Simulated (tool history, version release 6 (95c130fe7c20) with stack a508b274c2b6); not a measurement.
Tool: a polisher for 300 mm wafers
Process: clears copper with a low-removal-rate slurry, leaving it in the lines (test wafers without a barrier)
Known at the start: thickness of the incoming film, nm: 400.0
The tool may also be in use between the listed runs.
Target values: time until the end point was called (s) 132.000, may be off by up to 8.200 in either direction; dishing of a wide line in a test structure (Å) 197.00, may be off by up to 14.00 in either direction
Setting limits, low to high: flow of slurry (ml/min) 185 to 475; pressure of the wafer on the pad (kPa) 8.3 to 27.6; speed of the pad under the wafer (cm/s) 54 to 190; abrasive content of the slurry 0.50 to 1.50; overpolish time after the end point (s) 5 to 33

| run | hour | flow of slurry (ml/min) | pressure of the wafer on the pad (kPa) | speed of the pad under the wafer (cm/s) | abrasive content of the slurry | overpolish time after the end point (s) | time until the end point was called (s) | dishing of a wide line in a test structure (Å) |
|---|---|---|---|---|---|---|---|---|
| 1 | 0.0 | 305 | 17.9 | 122 | 1.00 | 17 | 121.970 | 388.47 |
| 2 | 5.7 | 305 | 17.9 | 112 | 1.00 | 17 | 130.640 | 368.09 |
| 3 | 14.1 | 305 | 17.9 | 112 | 1.00 | 14 | 129.590 | 299.96 |
| 4 | 20.6 | 305 | 17.9 | 112 | 1.00 | 13 | 129.010 | 277.04 |
| 5 | 28.8 | 305 | 22.1 | 112 | 1.00 | 13 | 105.870 | 343.47 |
| 6 | 31.2 | 305 | 22.1 | 140 | 1.00 | 13 | 83.973 | 417.69 |
| 7 | 37.2 | 305 | 17.2 | 136 | 1.00 | 6 | 114.000 | 156.75 |
| 8 | 39.4 | 305 | 17.2 | 132 | 1.00 | 7 | 113.870 | 176.12 |
| 9 | 47.3 | 305 | 15.2 | 122 | 1.00 | 12 | 139.550 | 246.39 |
| 10 | 51.4 | 305 | 15.2 | 122 | 1.00 | 11 | 143.040 | 230.00 |
| 11 | 57.3 | 305 | 15.2 | 122 | 1.00 | 10 | 145.290 | 195.87 |

4 next moves are on the table. One of them brings every result within its allowed miss. Which?
| A | 63.2 | 300 | 13.8 | 106 | 0.95 | 12 | ? | ? |
| B | 63.2 | 280 | 14.5 | 118 | 1.05 | 10 | ? | ? |
| C | 63.2 | 310 | 19.3 | 104 | 0.95 | 9 | ? | ? |
| D | 63.2 | 310 | 13.1 | 132 | 0.95 | 11 | ? | ? |

| move | time until the end point was called (s) | dishing of a wide line in a test structure (Å) |
|---|---|---|
| A | 176.750 | 195.31 |
| B | 151.110 | 190.98 |
| C | 129.400 | 201.73 |
| D | 154.040 | 204.36 |
A: misses by more than the last run did
B: misses by more than the last run did
C: each result inside its tolerance
D: misses by more than the last run did
Answer: C
